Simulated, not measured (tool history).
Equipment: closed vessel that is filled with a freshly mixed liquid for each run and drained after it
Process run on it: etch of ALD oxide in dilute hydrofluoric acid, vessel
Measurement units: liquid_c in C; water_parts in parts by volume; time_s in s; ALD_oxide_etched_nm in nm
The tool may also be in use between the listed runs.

run  hour  liquid_c  water_parts  time_s  ALD_oxide_etched_nm
  1     0        24           80     160               33.419
  2   7.4        24           60     160                45.33
  3  10.1        21           60     160               39.841
  4  16.2      22.5           60     160               42.718
  5  19.7      24.5           60     160               46.777
  6  26.9        26           60     160               49.109
  7  34.2      27.5           60     160               52.889
  8    40      28.5           60     160               54.581

For run 9, what comes out?
  9  48.5        29           60     160                    ?

ALD_oxide_etched_nm: 55.258 nm
